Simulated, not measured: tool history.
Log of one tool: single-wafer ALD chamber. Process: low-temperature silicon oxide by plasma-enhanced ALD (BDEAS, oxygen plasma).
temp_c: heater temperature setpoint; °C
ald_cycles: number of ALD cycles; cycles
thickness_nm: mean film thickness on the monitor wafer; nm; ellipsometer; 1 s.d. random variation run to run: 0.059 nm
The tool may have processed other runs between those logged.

Run 1, hour 0.0: temp_c 100 °C, ald_cycles 63 cycles. Result: thickness_nm 9.3835 nm.
Run 2, hour 7.4: temp_c 98 °C, ald_cycles 64 cycles. Result: thickness_nm 9.5543 nm.
Run 3, hour 9.5: temp_c 98 °C, ald_cycles 60 cycles. Result: thickness_nm 8.9759 nm.
Run 4, hour 11.0: temp_c 97 °C, ald_cycles 62 cycles. Result: thickness_nm 9.3221 nm.
Run 5, hour 14.1: temp_c 91 °C, ald_cycles 62 cycles. Result: thickness_nm 9.4856 nm.
Run 6, hour 15.2: temp_c 91 °C, ald_cycles 65 cycles. Result: thickness_nm 9.8842 nm.

Estimate the outcome of run 7 from the log above:
Run 7, hour 19.5: temp_c 90 °C, ald_cycles 66 cycles. Result: thickness_nm ?.

{"run 7": {"thickness_nm": 10.039}}
